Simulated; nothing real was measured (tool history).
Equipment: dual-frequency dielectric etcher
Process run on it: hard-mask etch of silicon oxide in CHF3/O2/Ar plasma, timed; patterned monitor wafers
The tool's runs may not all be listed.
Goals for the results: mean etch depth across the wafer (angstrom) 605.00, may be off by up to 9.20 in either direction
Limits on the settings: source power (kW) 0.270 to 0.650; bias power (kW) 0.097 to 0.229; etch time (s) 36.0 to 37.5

| run | hour | source power (kW) | bias power (kW) | etch time (s) | mean etch depth across the wafer (angstrom) |
|---|---|---|---|---|---|
| 1 | 0.0 | 0.460 | 0.163 | 36.0 | 655.99 |
| 2 | 6.0 | 0.440 | 0.162 | 36.0 | 646.97 |
| 3 | 10.4 | 0.440 | 0.184 | 36.0 | 668.77 |
| 4 | 15.0 | 0.440 | 0.184 | 37.5 | 697.21 |
| 5 | 22.0 | 0.440 | 0.184 | 37.5 | 696.69 |
| 6 | 23.2 | 0.440 | 0.173 | 37.5 | 687.78 |
| 7 | 29.2 | 0.340 | 0.164 | 37.5 | 634.21 |
| 8 | 38.0 | 0.330 | 0.163 | 37.5 | 631.05 |
| 9 | 45.0 | 0.320 | 0.162 | 37.5 | 618.47 |

Exercise: of the 5 proposed moves below, exactly one satisfies all targets within the stated allowed misses. Which move is it?
| A | 52.0 | 0.340 | 0.174 | 36.5 | ? |
| B | 52.0 | 0.350 | 0.185 | 37.0 | ? |
| C | 52.0 | 0.350 | 0.158 | 37.5 | ? |
| D | 52.0 | 0.320 | 0.191 | 37.5 | ? |
| E | 52.0 | 0.340 | 0.157 | 36.5 | ? |

| move | mean etch depth across the wafer (angstrom) |
|---|---|
| A | 625.60 |
| B | 650.75 |
| C | 629.10 |
| D | 651.64 |
| E | 606.78 |
A: its largest miss is bigger than the last run's
B: its largest miss is bigger than the last run's
C: its largest miss is bigger than the last run's
D: its largest miss is bigger than the last run's
E: hits every target within its allowed miss
E is the move that brings every result within its allowed miss.
